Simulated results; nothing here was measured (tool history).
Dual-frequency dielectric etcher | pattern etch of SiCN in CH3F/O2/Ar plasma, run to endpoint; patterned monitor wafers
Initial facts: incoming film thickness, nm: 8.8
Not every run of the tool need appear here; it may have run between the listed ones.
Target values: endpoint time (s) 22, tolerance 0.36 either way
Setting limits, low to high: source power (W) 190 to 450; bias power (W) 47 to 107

run	hour	source power (W)	bias power (W)	endpoint time (s)
1	0	320	77	26.184
2	7.8	320	84	25.428
3	12.3	270	84	26.711
4	13.6	320	87	25.501
5	18.2	360	93	23.841
6	25.5	360	86	24.484
7	33.6	390	89	23.766
8	41.3	410	92	22.894
9	50.1	420	93	22.739

5 next moves are on the table. One of them brings every result within its allowed miss. Which?
A	58.9	400	85	?
B	58.9	450	95	?
C	58.9	420	88	?
D	58.9	330	100	?
E	58.9	370	103	?

move	endpoint time (s)
A	23.734
B	22.008
C	23.09
D	23.983
E	22.874
A: its largest miss is bigger than the last run's
B: hits every target within its allowed miss
C: its largest miss is bigger than the last run's
D: its largest miss is bigger than the last run's
E: its largest miss is bigger than the last run's
Move B is the one to make.
